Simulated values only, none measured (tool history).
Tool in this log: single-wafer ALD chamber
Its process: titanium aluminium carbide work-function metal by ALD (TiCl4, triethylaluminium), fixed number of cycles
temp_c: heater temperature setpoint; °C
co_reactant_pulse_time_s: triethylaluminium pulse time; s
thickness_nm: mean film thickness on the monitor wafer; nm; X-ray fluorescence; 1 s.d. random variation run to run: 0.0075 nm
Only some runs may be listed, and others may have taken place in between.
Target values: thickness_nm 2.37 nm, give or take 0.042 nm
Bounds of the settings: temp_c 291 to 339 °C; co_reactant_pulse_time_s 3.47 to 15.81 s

run,hour,temp_c,co_reactant_pulse_time_s,thickness_nm
1,0,315,9.64,2.232
2,0.8,315,11.18,2.2578
3,9,317,11.43,2.2757
4,15.4,308,11.43,2.1702
5,22.2,312,11.7,2.2245
6,27.5,317,11.7,2.2832
# hour 34: thermocouple changed; heater temperature recalibrated
7,34,319,11.83,2.2544
8,41.7,324,11.91,2.3265
9,50.3,324,11.91,2.3343

Exercise: of the 5 proposed moves below, exactly one satisfies all targets within the stated allowed misses. Which move is it?
A,58.9,321,10.63,?
B,58.9,322,9.69,?
C,58.9,322,10.93,?
D,58.9,320,10.41,?
E,58.9,331,10.67,?

move,thickness_nm
A,2.2696
B,2.2626
C,2.2848
D,2.2555
E,2.3749
A: its largest miss is bigger than the last run's
B: its largest miss is bigger than the last run's
C: its largest miss is bigger than the last run's
D: its largest miss is bigger than the last run's
E: all results land within tolerance of their targets
Move E is the one to make.
